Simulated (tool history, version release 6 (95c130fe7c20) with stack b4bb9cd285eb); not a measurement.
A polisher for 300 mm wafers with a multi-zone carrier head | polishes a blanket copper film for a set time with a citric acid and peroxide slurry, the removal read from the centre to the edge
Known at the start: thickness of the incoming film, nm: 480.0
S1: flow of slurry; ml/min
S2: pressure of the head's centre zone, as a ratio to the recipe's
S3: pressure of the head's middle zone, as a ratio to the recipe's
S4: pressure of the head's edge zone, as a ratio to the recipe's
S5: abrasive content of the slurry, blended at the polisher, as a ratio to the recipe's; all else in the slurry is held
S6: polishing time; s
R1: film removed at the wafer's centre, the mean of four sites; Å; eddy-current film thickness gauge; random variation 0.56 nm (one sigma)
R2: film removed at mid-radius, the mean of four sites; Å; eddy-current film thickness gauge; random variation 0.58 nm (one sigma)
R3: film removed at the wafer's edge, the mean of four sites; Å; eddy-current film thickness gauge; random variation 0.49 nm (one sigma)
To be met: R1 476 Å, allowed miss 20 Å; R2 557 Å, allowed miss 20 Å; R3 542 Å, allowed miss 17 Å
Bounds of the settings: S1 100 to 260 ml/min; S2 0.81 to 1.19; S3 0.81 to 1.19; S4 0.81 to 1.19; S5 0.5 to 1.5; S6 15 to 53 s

run    day   S1    S2    S3    S4    S5  S6      R1      R2      R3
  1      0  165     1     1     1     1  34  699.86  690.28  700.93
  2  0.067  165  0.93     1     1     1  34   644.3   698.8  718.15
  3  0.138  160  0.92     1  0.97  0.85  33  601.79  656.01  660.88
  4  0.479  150   0.9     1  0.94  0.75  32  555.24  615.99  607.63
  5  0.521  140  0.88  0.99  0.92   0.7  32  520.67  590.73  596.04
  6  0.675  140  0.88  0.99  0.92  0.85  32  528.79  605.77  610.72
  7  0.712  135  0.88  0.99   0.9   0.8  32  536.31  603.55  591.58
  8   1.05  130  0.87  0.98  0.88  0.75  32  514.35  584.37  578.45
  9  1.362  125  0.86  0.98  0.87  0.75  32  497.75  570.87  574.99
 10  1.412  120  0.86  0.99  0.86  0.75  32  498.33  587.78  572.63
 11  1.783  120  0.86  0.99  0.85  0.75  32  497.06  578.49  558.14

4 next moves are on the table. One of them brings every result within its allowed miss. Which?
  A  2.154  135  0.94  1.15  0.81   0.9  28   ?   ?   ?
  B  2.154  110  0.82  0.94  0.92   0.9  32   ?   ?   ?
  C  2.154  135  0.89  1.05  0.96     1  27   ?   ?   ?
  D  2.154  105  0.87  0.93  0.84  0.75  32   ?   ?   ?

move      R1      R2      R3
   A  505.27  610.34  500.13
   B  471.59  556.63  583.86
   C  469.21  554.44  529.95
   D  478.02  527.91  539.49
A: further off than the last run
B: brings the result that was furthest off to its target, and leaves another outside
C: meets every target
D: takes the result that was furthest off past its target
The right move is C.
